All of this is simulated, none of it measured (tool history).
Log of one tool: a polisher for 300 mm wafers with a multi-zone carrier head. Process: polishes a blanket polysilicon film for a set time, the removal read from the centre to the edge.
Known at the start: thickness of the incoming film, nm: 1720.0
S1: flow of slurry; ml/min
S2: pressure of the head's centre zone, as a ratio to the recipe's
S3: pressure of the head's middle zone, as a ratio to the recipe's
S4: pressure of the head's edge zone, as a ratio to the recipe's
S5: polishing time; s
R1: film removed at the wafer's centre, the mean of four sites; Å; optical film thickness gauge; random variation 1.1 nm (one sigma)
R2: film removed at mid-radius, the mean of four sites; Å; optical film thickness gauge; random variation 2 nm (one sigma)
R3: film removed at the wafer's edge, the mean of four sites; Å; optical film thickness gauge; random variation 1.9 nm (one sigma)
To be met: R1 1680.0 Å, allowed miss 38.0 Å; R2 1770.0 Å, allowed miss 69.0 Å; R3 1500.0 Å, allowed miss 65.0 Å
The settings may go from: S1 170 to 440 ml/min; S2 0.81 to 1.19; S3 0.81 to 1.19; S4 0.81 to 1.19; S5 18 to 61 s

Run 1, day 0.000: S1 280 ml/min, S2 1.00, S3 1.00, S4 1.00, S5 39 s. Result: R1 2794.7 Å, R2 2739.4 Å, R3 2814.2 Å.
Run 2, day 0.338: S1 290 ml/min, S2 1.01, S3 1.03, S4 0.95, S5 33 s. Result: R1 2392.8 Å, R2 2395.1 Å, R3 2354.8 Å.
Run 3, day 0.567: S1 295 ml/min, S2 1.02, S3 1.06, S4 0.91, S5 29 s. Result: R1 2122.0 Å, R2 2199.0 Å, R3 2072.0 Å.
Run 4, day 0.804: S1 295 ml/min, S2 0.95, S3 1.06, S4 0.91, S5 29 s. Result: R1 1976.2 Å, R2 2201.8 Å, R3 2054.3 Å.
Run 5, day 0.942: S1 305 ml/min, S2 0.99, S3 1.08, S4 0.88, S5 26 s. Result: R1 1857.2 Å, R2 1966.0 Å, R3 1817.7 Å.
Run 6, day 0.992: S1 310 ml/min, S2 1.01, S3 1.11, S4 0.86, S5 25 s. Result: R1 1810.0 Å, R2 1959.0 Å, R3 1749.4 Å.
Run 7, day 1.067: S1 315 ml/min, S2 1.03, S3 1.13, S4 0.85, S5 24 s. Result: R1 1806.5 Å, R2 1954.4 Å, R3 1643.0 Å.
Run 8, day 1.371: S1 315 ml/min, S2 1.03, S3 1.13, S4 0.84, S5 23 s. Result: R1 1727.1 Å, R2 1821.5 Å, R3 1584.8 Å.
Run 9, day 1.729: S1 315 ml/min, S2 1.03, S3 1.14, S4 0.83, S5 23 s. Result: R1 1702.6 Å, R2 1860.8 Å, R3 1555.4 Å.

5 next moves are on the table. One of them brings every result within its allowed miss. Which?
Run A, day 2.088: S1 345 ml/min, S2 1.05, S3 1.14, S4 0.84, S5 22 s. Result: R1 ?, R2 ?, R3 ?.
Run B, day 2.088: S1 345 ml/min, S2 0.98, S3 1.07, S4 0.86, S5 24 s. Result: R1 ?, R2 ?, R3 ?.
Run C, day 2.088: S1 340 ml/min, S2 0.98, S3 1.02, S4 0.92, S5 23 s. Result: R1 ?, R2 ?, R3 ?.
Run D, day 2.088: S1 335 ml/min, S2 1.02, S3 1.07, S4 0.92, S5 23 s. Result: R1 ?, R2 ?, R3 ?.
Run E, day 2.088: S1 370 ml/min, S2 1.05, S3 1.17, S4 0.91, S5 23 s. Result: R1 ?, R2 ?, R3 ?.

move      R1      R2      R3
   A  1686.6  1779.8  1514.5
   B  1715.6  1852.1  1671.0
   C  1641.3  1710.8  1650.7
   D  1706.7  1769.6  1648.0
   E  1775.3  1909.0  1648.9
A: meets every target
B: further off than the last run
C: brings the result that was furthest off to its target, and leaves another outside
D: brings the result that was furthest off to its target, and leaves another outside
E: further off than the last run
The right move is A.
